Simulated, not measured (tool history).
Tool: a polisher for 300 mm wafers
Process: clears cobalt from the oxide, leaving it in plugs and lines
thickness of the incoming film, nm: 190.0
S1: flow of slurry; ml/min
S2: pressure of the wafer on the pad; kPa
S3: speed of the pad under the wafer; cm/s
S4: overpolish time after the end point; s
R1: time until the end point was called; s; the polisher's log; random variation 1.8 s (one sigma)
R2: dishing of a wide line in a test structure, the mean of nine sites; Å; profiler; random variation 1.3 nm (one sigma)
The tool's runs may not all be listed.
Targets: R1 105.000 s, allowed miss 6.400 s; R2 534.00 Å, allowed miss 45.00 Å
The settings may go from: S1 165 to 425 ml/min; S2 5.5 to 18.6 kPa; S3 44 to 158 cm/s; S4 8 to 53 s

run 1 hour=0.0 | S1=275 S2=11.7 S3=100 S4=27 | R1=48.166 R2=586.90
run 2 hour=6.0 | S1=275 S2=11.7 S3=86 S4=27 | R1=55.120 R2=550.77
run 3 hour=11.1 | S1=275 S2=10.3 S3=82 S4=31 | R1=63.358 R2=553.92
run 4 hour=19.0 | S1=275 S2=9.0 S3=78 S4=34 | R1=73.419 R2=547.29
run 5 hour=22.3 | S1=275 S2=9.0 S3=94 S4=34 | R1=66.393 R2=563.53
run 6 hour=24.5 | S1=275 S2=9.0 S3=94 S4=23 | R1=65.537 R2=447.66
run 7 hour=26.2 | S1=275 S2=8.3 S3=88 S4=28 | R1=73.136 R2=458.20
run 8 hour=27.7 | S1=275 S2=7.6 S3=84 S4=32 | R1=83.960 R2=479.95
run 9 hour=32.9 | S1=275 S2=6.9 S3=82 S4=35 | R1=92.335 R2=498.14
run 10 hour=36.4 | S1=275 S2=6.9 S3=82 S4=37 | R1=91.365 R2=488.27
run 11 hour=44.9 | S1=275 S2=6.9 S3=80 S4=39 | R1=93.668 R2=536.51
run 12 hour=46.6 | S1=275 S2=6.9 S3=80 S4=40 | R1=95.243 R2=514.98
run 13 hour=49.2 | S1=275 S2=6.9 S3=80 S4=41 | R1=93.126 R2=531.36
run 14 hour=55.3 | S1=275 S2=6.9 S3=80 S4=42 | R1=93.610 R2=532.53

Which of these 4 next moves meets every target?
run A hour=61.4 | S1=260 S2=9.7 S3=58 S4=44 | R1=? R2=?
run B hour=61.4 | S1=355 S2=6.2 S3=94 S4=34 | R1=? R2=?
run C hour=61.4 | S1=270 S2=6.2 S3=106 S4=33 | R1=? R2=?
run D hour=61.4 | S1=275 S2=6.2 S3=80 S4=46 | R1=? R2=?

move=A R1=81.849 R2=597.97
move=B R1=90.708 R2=490.75
move=C R1=85.841 R2=497.87
move=D R1=102.920 R2=545.08
A: further off than the last run
B: further off than the last run
C: further off than the last run
D: meets every target
Answer: D

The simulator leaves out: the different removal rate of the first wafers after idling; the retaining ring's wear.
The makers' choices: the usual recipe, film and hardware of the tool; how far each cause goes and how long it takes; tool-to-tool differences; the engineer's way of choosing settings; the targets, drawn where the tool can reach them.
